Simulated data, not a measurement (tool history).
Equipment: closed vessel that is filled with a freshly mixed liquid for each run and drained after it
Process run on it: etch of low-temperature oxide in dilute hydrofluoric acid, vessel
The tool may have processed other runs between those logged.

run	hour	temperature setpoint of the liquid (K)	parts of water to one part of 49 % hydrofluoric acid (parts by volume)	time in the liquid (s)	thickness taken off the low-temperature oxide on a monitor wafer (angstrom)
1	0	293.15	180	645	951.2
2	5	294.65	165	645	1115.5
3	9.8	294.65	165	645	1120.6
4	11.6	295.65	150	645	1301.1
5	15.5	295.65	120	645	1691.1
6	21.9	296.65	115	645	1835.2
7	24.2	297.15	110	645	1963.6
8	30.9	297.65	110	645	2013
9	35.7	298.15	110	645	2061.9
10	39.7	298.65	110	645	2088.6
11	43.7	299.15	110	645	2128.2

The next listed run, before its measurement:
# hour 46.7: thermometer replaced
12	46.7	299.65	110	645	?

thickness taken off the low-temperature oxide on a monitor wafer (angstrom): 2073.8

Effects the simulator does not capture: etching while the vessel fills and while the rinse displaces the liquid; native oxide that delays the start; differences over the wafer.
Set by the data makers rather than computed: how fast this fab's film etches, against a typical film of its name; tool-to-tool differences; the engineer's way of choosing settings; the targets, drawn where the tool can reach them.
